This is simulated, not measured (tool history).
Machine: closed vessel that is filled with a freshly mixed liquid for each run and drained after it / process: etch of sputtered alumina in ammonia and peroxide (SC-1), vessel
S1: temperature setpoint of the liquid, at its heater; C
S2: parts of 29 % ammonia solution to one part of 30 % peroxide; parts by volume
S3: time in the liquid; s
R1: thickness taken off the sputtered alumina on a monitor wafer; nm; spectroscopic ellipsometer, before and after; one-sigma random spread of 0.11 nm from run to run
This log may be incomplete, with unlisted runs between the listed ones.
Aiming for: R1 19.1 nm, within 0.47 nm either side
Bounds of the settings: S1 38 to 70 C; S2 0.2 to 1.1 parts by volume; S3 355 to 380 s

run  hour    S1   S2   S3      R1
  1     0    54  0.6  355  25.904
  2     6    54  0.6  355  26.086
  3  11.9    54  0.6  380  27.446
  4  13.8  52.5  0.6  380  25.503
  5  18.8  52.5  0.5  380  25.028
  6  26.4  52.5  0.4  380   24.61
  7  30.9    47  0.4  380  18.266
  8  37.6    47  0.4  380  18.187
  9  45.9  47.5  0.4  380  18.533

Pick the move, out of 5, that brings all results within their allowed miss; only one does.
  A  54.2  48.5  0.45  380   ?
  B  54.2    50  0.25  380   ?
  C  54.2    48   0.4  360   ?
  D  54.2    48  0.35  380   ?
  E  54.2    48  0.35  370   ?

move      R1
   A  19.927
   B  20.472
   C  18.155
   D  18.922
   E  18.424
A: pushes the last run's worst result past its target
B: pushes the last run's worst result past its target
C: further off than the last run
D: in spec on every target
E: further off than the last run
So the answer is move D, the one that meets all the targets.
